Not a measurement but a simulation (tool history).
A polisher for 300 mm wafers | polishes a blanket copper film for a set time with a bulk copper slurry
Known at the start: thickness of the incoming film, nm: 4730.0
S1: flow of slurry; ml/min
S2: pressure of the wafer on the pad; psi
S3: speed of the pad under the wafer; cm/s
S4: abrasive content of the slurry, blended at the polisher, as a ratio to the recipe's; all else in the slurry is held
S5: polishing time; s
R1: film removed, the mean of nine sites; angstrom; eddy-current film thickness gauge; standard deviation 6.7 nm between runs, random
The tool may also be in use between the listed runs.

run  hour   S1   S2   S3   S4  S5      R1
  1   0.0  225  3.4  128  1.0  49  8439.5
  2   2.0  225  4.0  128  1.0  49  9867.0
  3   4.3  225  3.7  128  1.0  49  9123.0
  4   8.6  225  3.5  128  1.0  49  8780.7
  5  14.8  225  2.8  128  1.0  49  6978.7
  6  19.2  225  2.8  106  1.0  49  5814.7
  7  21.8  225  3.0  106  1.0  49  6173.3
  8  27.8  225  3.1  106  1.0  49  6478.2
  9  32.0  225  3.1  106  1.0  49  6381.1
 10  39.7  225  3.2  106  1.0  49  6522.7
 11  40.4  225  3.3  106  1.0  49  6824.3

The next listed run, before its measurement:
 12  47.0  225  3.4  106  1.0  49   ?

{"run 12": {"R1": 7028.5}}
